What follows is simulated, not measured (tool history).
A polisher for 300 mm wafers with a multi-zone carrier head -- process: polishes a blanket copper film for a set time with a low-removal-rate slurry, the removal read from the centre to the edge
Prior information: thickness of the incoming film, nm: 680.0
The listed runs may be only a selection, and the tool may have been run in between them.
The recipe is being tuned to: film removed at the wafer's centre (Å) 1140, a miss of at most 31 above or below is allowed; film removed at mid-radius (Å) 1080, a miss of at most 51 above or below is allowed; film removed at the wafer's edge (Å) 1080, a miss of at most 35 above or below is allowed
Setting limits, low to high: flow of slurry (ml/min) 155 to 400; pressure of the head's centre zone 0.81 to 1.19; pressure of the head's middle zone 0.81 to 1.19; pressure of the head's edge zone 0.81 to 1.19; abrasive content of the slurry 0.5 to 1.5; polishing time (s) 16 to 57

run,day,flow of slurry (ml/min),pressure of the head's centre zone,pressure of the head's middle zone,pressure of the head's edge zone,abrasive content of the slurry,polishing time (s),film removed at the wafer's centre (Å),film removed at mid-radius (Å),film removed at the wafer's edge (Å)
1,0,255,1,1,1,1,36,800.96,817.39,813.23
2,0.1,255,1,0.92,1,1,36,792.34,754.15,825.06
3,0.142,260,1.02,0.94,1.02,1.1,37,868.94,835.07,874.87
4,0.2,265,1.03,0.94,1.04,1.15,37,880.04,820.68,890.99
5,0.333,265,1.03,0.94,1.04,1,37,860.86,802.63,843.58
6,0.438,265,1.04,0.95,1.04,1.1,38,912.52,836.23,904.5
7,0.792,270,1.05,0.97,1.04,1.15,38,927.7,875.67,905.33
8,1.088,270,1.06,0.98,1.05,1.2,39,969.6,907,925.1
9,1.412,310,1.06,1.02,1.14,1.45,43,1117.9,1078.4,1163.2
10,1.629,310,1.06,1.02,1.14,1.45,43,1124,1067.6,1152.3
11,1.667,310,1.07,1.02,1.13,1.45,43,1130.3,1074.9,1124.5
12,1.721,310,1.08,1.03,1.11,1.45,43,1145.6,1073.8,1147.2

Next run, 5 choices. One meets every target within its allowed miss, the rest don't. Which?
A,1.775,315,1.05,1,1.19,1.5,43,?,?,?
B,1.775,335,1.06,0.94,1.09,1.45,45,?,?,?
C,1.775,275,1.14,1.13,1.14,1.4,41,?,?,?
D,1.775,335,1.02,0.91,1.16,1.5,45,?,?,?
E,1.775,320,0.96,0.81,1.09,1.5,48,?,?,?

move,film removed at the wafer's centre (Å),film removed at mid-radius (Å),film removed at the wafer's edge (Å)
A,1118.9,1065.7,1158.4
B,1178,1072.1,1154.1
C,1130.3,1066.7,1054.8
D,1141.7,1060.8,1200.9
E,1141.4,1058.5,1239.1
A: misses by more than the last run did
B: misses by more than the last run did
C: meets every target
D: misses by more than the last run did
E: misses by more than the last run did
So the answer is move C, the one that meets all the targets.
